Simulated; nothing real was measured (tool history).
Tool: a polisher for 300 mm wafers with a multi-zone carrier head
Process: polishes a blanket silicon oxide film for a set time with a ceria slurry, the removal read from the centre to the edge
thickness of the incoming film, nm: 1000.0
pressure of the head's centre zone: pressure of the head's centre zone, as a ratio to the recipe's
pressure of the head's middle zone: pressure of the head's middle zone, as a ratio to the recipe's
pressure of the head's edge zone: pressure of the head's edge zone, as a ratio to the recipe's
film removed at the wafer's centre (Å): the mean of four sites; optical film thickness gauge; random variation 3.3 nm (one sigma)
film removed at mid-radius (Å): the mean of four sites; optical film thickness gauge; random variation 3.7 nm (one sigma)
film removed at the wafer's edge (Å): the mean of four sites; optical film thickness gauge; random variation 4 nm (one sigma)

run,hour,flow of slurry (ml/min),pressure of the head's centre zone,pressure of the head's middle zone,pressure of the head's edge zone,polishing time (s),film removed at the wafer's centre (Å),film removed at mid-radius (Å),film removed at the wafer's edge (Å)
1,0.0,175,1.00,1.00,1.00,66,2868.8,2864.5,2927.1
2,7.8,175,1.00,1.08,1.00,66,2894.5,3155.0,2921.2
3,14.4,175,1.00,1.08,0.94,66,2854.3,3082.2,2818.5
4,20.4,175,1.00,1.08,0.87,66,2890.3,3085.6,2737.6
5,22.8,185,1.00,1.08,0.92,67,2896.8,3151.0,2844.1
6,25.7,185,1.01,1.09,0.96,68,3017.6,3143.6,2954.3
7,28.2,185,1.00,1.10,0.97,70,3014.7,3269.1,3053.8

The next listed run, before its measurement:
8,34.4,185,1.00,1.11,0.98,71,?,?,?

{"run 8": {"film removed at the wafer's centre (Å)": 3127.1, "film removed at mid-radius (Å)": 3332.7, "film removed at the wafer's edge (Å)": 3144.8}}

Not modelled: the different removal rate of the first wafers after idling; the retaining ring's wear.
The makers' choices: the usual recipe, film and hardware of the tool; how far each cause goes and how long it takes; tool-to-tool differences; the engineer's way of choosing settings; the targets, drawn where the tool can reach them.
